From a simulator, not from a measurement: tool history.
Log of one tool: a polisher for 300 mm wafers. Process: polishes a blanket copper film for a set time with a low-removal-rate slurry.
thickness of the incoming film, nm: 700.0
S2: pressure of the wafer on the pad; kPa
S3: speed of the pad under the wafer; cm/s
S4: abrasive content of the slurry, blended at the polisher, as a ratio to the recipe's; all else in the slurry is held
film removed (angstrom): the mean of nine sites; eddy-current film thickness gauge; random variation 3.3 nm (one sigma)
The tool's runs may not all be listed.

{"run": 1, "day": 0.0, "flow of slurry (ml/min)": 190, "S2": 24.1, "S3": 130, "S4": 1, "polishing time (s)": 68, "film removed (angstrom)": 3378.9}
{"run": 2, "day": 0.092, "flow of slurry (ml/min)": 190, "S2": 22.8, "S3": 130, "S4": 1, "polishing time (s)": 68, "film removed (angstrom)": 3214.6}
{"run": 3, "day": 0.462, "flow of slurry (ml/min)": 230, "S2": 22.8, "S3": 130, "S4": 1, "polishing time (s)": 68, "film removed (angstrom)": 3206.2}
{"run": 4, "day": 0.521, "flow of slurry (ml/min)": 230, "S2": 21.4, "S3": 130, "S4": 1, "polishing time (s)": 68, "film removed (angstrom)": 3095}
{"run": 5, "day": 0.633, "flow of slurry (ml/min)": 230, "S2": 21.4, "S3": 130, "S4": 1, "polishing time (s)": 72, "film removed (angstrom)": 3268.4}
{"run": 6, "day": 0.658, "flow of slurry (ml/min)": 230, "S2": 20, "S3": 130, "S4": 1, "polishing time (s)": 72, "film removed (angstrom)": 3039.7}

The next listed run, before its measurement:
{"run": 7, "day": 0.804, "flow of slurry (ml/min)": 230, "S2": 19.3, "S3": 130, "S4": 1, "polishing time (s)": 72, "film removed (angstrom)": "?"}

{"run 7": {"film removed (angstrom)": 2958.4}}

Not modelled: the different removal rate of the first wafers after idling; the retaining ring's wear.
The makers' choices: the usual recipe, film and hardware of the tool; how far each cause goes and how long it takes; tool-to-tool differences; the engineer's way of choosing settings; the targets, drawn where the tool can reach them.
